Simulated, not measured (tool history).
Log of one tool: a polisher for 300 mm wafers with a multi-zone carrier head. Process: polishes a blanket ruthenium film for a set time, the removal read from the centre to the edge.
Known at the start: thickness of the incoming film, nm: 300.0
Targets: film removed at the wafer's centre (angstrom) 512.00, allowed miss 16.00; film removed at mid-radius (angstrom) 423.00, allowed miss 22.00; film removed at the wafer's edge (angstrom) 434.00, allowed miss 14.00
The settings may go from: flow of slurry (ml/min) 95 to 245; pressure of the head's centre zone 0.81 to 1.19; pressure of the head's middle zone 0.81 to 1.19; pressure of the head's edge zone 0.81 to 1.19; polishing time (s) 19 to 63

run,day,flow of slurry (ml/min),pressure of the head's centre zone,pressure of the head's middle zone,pressure of the head's edge zone,polishing time (s),film removed at the wafer's centre (angstrom),film removed at mid-radius (angstrom),film removed at the wafer's edge (angstrom)
1,0.000,155,1.00,1.00,1.00,41,349.22,338.27,355.17
2,0.321,155,1.00,1.00,1.00,35,299.25,283.35,293.94
3,0.479,135,1.00,1.00,1.00,35,288.85,274.32,296.32
4,0.650,150,1.05,1.01,1.03,38,343.88,315.61,327.21
5,0.788,150,1.05,1.01,1.03,48,429.39,401.63,404.94
6,0.883,150,1.05,0.97,1.03,48,430.64,380.70,401.15
7,1.183,150,1.05,0.97,1.03,48,425.74,391.71,408.75
8,1.388,170,1.07,0.96,1.04,48,453.08,385.06,416.80
9,1.575,170,1.07,0.96,1.04,48,442.69,380.99,418.74
10,1.733,180,1.10,0.98,1.04,48,461.30,397.57,411.89

5 next moves are on the table. One of them brings every result within its allowed miss. Which?
A,1.892,245,1.05,0.91,1.05,51,?,?,?
B,1.892,180,1.02,1.17,1.00,46,?,?,?
C,1.892,170,1.18,1.01,1.07,50,?,?,?
D,1.892,180,1.10,1.02,1.15,50,?,?,?
E,1.892,240,1.19,0.91,0.86,53,?,?,?

move,film removed at the wafer's centre (angstrom),film removed at mid-radius (angstrom),film removed at the wafer's edge (angstrom)
A,490.05,410.66,461.83
B,413.14,442.26,398.37
C,515.18,420.44,440.49
D,484.04,427.24,452.99
E,576.25,425.57,452.73
A: nearer than the last run, and not there yet
B: further off than the last run
C: meets every target
D: nearer than the last run, and not there yet
E: takes the result that was furthest off past its target
Answer: C
